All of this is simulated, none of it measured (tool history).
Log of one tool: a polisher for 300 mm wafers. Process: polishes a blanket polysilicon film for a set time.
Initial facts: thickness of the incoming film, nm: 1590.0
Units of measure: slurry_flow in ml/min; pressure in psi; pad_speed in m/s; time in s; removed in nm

Run 1, hour 0: slurry_flow 160 ml/min, pressure 2.6 psi, pad_speed 1.22 m/s, time 67 s. Result: removed 534.97 nm.
Run 2, hour 7.9: slurry_flow 160 ml/min, pressure 2.6 psi, pad_speed 1.22 m/s, time 67 s. Result: removed 541.48 nm.
Run 3, hour 15.7: slurry_flow 160 ml/min, pressure 2.2 psi, pad_speed 1.22 m/s, time 67 s. Result: removed 456.94 nm.
Run 4, hour 18.5: slurry_flow 155 ml/min, pressure 2 psi, pad_speed 1.14 m/s, time 67 s. Result: removed 394.83 nm.
Run 5, hour 23.3: slurry_flow 150 ml/min, pressure 1.8 psi, pad_speed 1.08 m/s, time 67 s. Result: removed 331.61 nm.
Run 6, hour 28.8: slurry_flow 130 ml/min, pressure 1.8 psi, pad_speed 1.08 m/s, time 67 s. Result: removed 316.7 nm.
Run 7, hour 34: slurry_flow 125 ml/min, pressure 1.7 psi, pad_speed 1.08 m/s, time 67 s. Result: removed 305.08 nm.
Run 8, hour 34.9: slurry_flow 120 ml/min, pressure 1.6 psi, pad_speed 1.06 m/s, time 67 s. Result: removed 274.26 nm.
Run 9, hour 43.6: slurry_flow 115 ml/min, pressure 1.5 psi, pad_speed 1.06 m/s, time 67 s. Result: removed 255.87 nm.
Run 10, hour 49.6: slurry_flow 100 ml/min, pressure 1.2 psi, pad_speed 1.06 m/s, time 67 s. Result: removed 201.8 nm.
Run 11, hour 52.5: slurry_flow 105 ml/min, pressure 1.2 psi, pad_speed 1.06 m/s, time 67 s. Result: removed 205.09 nm.
Run 12, hour 54.7: slurry_flow 110 ml/min, pressure 1.2 psi, pad_speed 1.06 m/s, time 67 s. Result: removed 211.3 nm.
Run 13, hour 60.8: slurry_flow 115 ml/min, pressure 1.2 psi, pad_speed 1.06 m/s, time 67 s. Result: removed 211.07 nm.
Run 14, hour 68.8: slurry_flow 120 ml/min, pressure 1.2 psi, pad_speed 1.06 m/s, time 67 s. Result: removed 215.36 nm.
Run 15, hour 73.8: slurry_flow 125 ml/min, pressure 1.2 psi, pad_speed 1.06 m/s, time 67 s. Result: removed 211.99 nm.

Forecast run 16:
Run 16, hour 81.8: slurry_flow 125 ml/min, pressure 1.2 psi, pad_speed 1.06 m/s, time 67 s. Result: removed ?.

{"run 16": {"removed": 213.18}}
